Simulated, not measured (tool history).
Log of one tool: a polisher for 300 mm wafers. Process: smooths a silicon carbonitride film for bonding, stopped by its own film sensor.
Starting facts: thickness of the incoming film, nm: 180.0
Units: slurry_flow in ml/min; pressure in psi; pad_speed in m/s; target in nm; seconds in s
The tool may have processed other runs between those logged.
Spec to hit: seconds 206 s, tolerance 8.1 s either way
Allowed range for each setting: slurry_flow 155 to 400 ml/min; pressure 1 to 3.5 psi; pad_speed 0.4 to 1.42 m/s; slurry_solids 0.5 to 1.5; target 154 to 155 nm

run 1 hour=0 | slurry_flow=255 pressure=2.2 pad_speed=0.9 slurry_solids=1 target=155 | seconds=93.488
run 2 hour=2.6 | slurry_flow=255 pressure=2.7 pad_speed=0.9 slurry_solids=1 target=155 | seconds=77.343
run 3 hour=6.2 | slurry_flow=255 pressure=2.5 pad_speed=0.86 slurry_solids=1 target=155 | seconds=86.762
run 4 hour=7.8 | slurry_flow=255 pressure=2.8 pad_speed=0.86 slurry_solids=1 target=155 | seconds=78.632
run 5 hour=12.6 | slurry_flow=255 pressure=2.6 pad_speed=0.82 slurry_solids=1 target=155 | seconds=87.868
run 6 hour=13.3 | slurry_flow=255 pressure=2.4 pad_speed=0.8 slurry_solids=1 target=155 | seconds=94.275
run 7 hour=16.1 | slurry_flow=255 pressure=2.3 pad_speed=0.76 slurry_solids=1 target=155 | seconds=102.13
run 8 hour=24.6 | slurry_flow=255 pressure=2.2 pad_speed=0.74 slurry_solids=1 target=155 | seconds=108.97
run 9 hour=30.2 | slurry_flow=255 pressure=2.1 pad_speed=0.72 slurry_solids=1 target=155 | seconds=117.52
run 10 hour=35.1 | slurry_flow=255 pressure=2 pad_speed=0.7 slurry_solids=1 target=155 | seconds=125.61
run 11 hour=36 | slurry_flow=255 pressure=1.4 pad_speed=0.66 slurry_solids=1 target=155 | seconds=186.17

Next run, 4 choices. One meets every target within its allowed miss, the rest don't. Which?
run A hour=36.9 | slurry_flow=275 pressure=1.6 pad_speed=0.54 slurry_solids=0.8 target=154 | seconds=?
run B hour=36.9 | slurry_flow=250 pressure=1.6 pad_speed=0.48 slurry_solids=0.9 target=154 | seconds=?
run C hour=36.9 | slurry_flow=240 pressure=1.2 pad_speed=0.72 slurry_solids=1 target=155 | seconds=?
run D hour=36.9 | slurry_flow=245 pressure=1.5 pad_speed=0.46 slurry_solids=1.1 target=155 | seconds=?

move=A seconds=225.37
move=B seconds=234.03
move=C seconds=203.46
move=D seconds=224.15
A: takes the result that was furthest off past its target
B: takes the result that was furthest off past its target
C: every result lands within tolerance
D: takes the result that was furthest off past its target
Correct choice: C, which meets every target

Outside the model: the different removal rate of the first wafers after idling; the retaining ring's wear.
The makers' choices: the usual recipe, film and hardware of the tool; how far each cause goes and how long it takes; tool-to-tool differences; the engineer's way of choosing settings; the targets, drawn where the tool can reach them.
